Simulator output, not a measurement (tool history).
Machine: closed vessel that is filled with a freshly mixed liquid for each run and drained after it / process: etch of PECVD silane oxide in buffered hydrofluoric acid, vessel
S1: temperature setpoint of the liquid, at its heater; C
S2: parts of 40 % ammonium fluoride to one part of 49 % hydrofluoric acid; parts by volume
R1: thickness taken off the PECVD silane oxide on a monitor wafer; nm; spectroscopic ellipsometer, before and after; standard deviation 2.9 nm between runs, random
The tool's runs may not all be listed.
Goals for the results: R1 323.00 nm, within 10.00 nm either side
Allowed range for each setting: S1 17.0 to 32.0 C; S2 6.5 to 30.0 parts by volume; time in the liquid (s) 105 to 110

Run 1, hour 0.0: S1 24.0 C, S2 18.5 parts by volume, time in the liquid (s) 105. Result: R1 189.82 nm.
Run 2, hour 7.8: S1 24.0 C, S2 18.5 parts by volume, time in the liquid (s) 110. Result: R1 197.23 nm.
Run 3, hour 10.6: S1 24.0 C, S2 18.5 parts by volume, time in the liquid (s) 105. Result: R1 190.39 nm.
Run 4, hour 13.5: S1 24.0 C, S2 20.5 parts by volume, time in the liquid (s) 105. Result: R1 172.72 nm.
Run 5, hour 19.9: S1 25.0 C, S2 20.0 parts by volume, time in the liquid (s) 105. Result: R1 184.76 nm.
Run 6, hour 26.3: S1 22.0 C, S2 20.0 parts by volume, time in the liquid (s) 105. Result: R1 155.61 nm.
Run 7, hour 33.0: S1 23.0 C, S2 19.5 parts by volume, time in the liquid (s) 105. Result: R1 169.42 nm.
Run 8, hour 42.2: S1 24.0 C, S2 19.0 parts by volume, time in the liquid (s) 105. Result: R1 186.63 nm.
Run 9, hour 48.5: S1 28.0 C, S2 17.0 parts by volume, time in the liquid (s) 105. Result: R1 258.84 nm.
Run 10, hour 50.1: S1 28.5 C, S2 17.0 parts by volume, time in the liquid (s) 105. Result: R1 264.68 nm.
Run 11, hour 58.9: S1 28.5 C, S2 17.0 parts by volume, time in the liquid (s) 105. Result: R1 260.62 nm.
Run 12, hour 65.0: S1 29.0 C, S2 17.0 parts by volume, time in the liquid (s) 105. Result: R1 270.52 nm.
Run 13, hour 71.3: S1 29.5 C, S2 17.0 parts by volume, time in the liquid (s) 105. Result: R1 281.45 nm.
Run 14, hour 72.5: S1 31.0 C, S2 17.0 parts by volume, time in the liquid (s) 105. Result: R1 300.32 nm.
Run 15, hour 80.5: S1 31.5 C, S2 17.0 parts by volume, time in the liquid (s) 105. Result: R1 302.97 nm.

Next run, 4 choices. One meets every target within its allowed miss, the rest don't. Which?
Run A, hour 88.5: S1 30.5 C, S2 15.0 parts by volume, time in the liquid (s) 110. Result: R1 ?.
Run B, hour 88.5: S1 32.0 C, S2 15.5 parts by volume, time in the liquid (s) 105. Result: R1 ?.
Run C, hour 88.5: S1 29.5 C, S2 15.5 parts by volume, time in the liquid (s) 110. Result: R1 ?.
Run D, hour 88.5: S1 32.0 C, S2 19.5 parts by volume, time in the liquid (s) 105. Result: R1 ?.

move      R1
   A  344.63
   B  344.50
   C  316.63
   D  275.06
A: the result that was furthest off in the last run now lies on the other side of its target
B: the result that was furthest off in the last run now lies on the other side of its target
C: hits every target within its allowed miss
D: the biggest miss grows against the last run
C is the move that brings every result within its allowed miss.
